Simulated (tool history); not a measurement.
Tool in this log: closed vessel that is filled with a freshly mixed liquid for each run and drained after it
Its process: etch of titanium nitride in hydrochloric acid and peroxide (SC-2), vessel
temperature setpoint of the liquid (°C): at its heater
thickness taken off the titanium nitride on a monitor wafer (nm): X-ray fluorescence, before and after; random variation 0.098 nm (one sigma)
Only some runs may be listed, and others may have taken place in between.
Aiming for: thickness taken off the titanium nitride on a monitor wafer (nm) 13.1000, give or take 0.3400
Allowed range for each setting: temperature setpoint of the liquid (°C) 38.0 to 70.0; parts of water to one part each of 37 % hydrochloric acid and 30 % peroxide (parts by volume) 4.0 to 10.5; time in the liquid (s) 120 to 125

run	hour	temperature setpoint of the liquid (°C)	parts of water to one part each of 37 % hydrochloric acid and 30 % peroxide (parts by volume)	time in the liquid (s)	thickness taken off the titanium nitride on a monitor wafer (nm)
1	0.0	54.0	5.5	120	9.7860
2	3.7	54.0	5.5	120	9.8872
3	5.0	54.5	5.5	120	10.1130
4	12.5	54.5	5.5	120	10.2160
5	21.8	55.0	5.5	120	10.4940
6	29.8	55.0	5.5	120	10.5260
7	37.1	55.5	5.5	120	10.7680
8	43.7	56.0	5.5	120	11.1530
9	47.2	56.5	5.5	120	11.4950
10	49.1	57.0	5.5	120	11.8940
11	50.5	58.0	5.5	120	12.6120

Pick the move, out of 4, that brings all results within their allowed miss; only one does.
A	51.9	59.5	6.0	125	?
B	51.9	55.5	4.5	125	?
C	51.9	58.5	5.5	125	?
D	51.9	58.5	5.0	120	?

move	thickness taken off the titanium nitride on a monitor wafer (nm)
A	13.5100
B	12.8880
C	13.5290
D	13.9160
A: takes the result that was furthest off past its target
B: all results in spec
C: takes the result that was furthest off past its target
D: takes the result that was furthest off past its target
The right move is B.
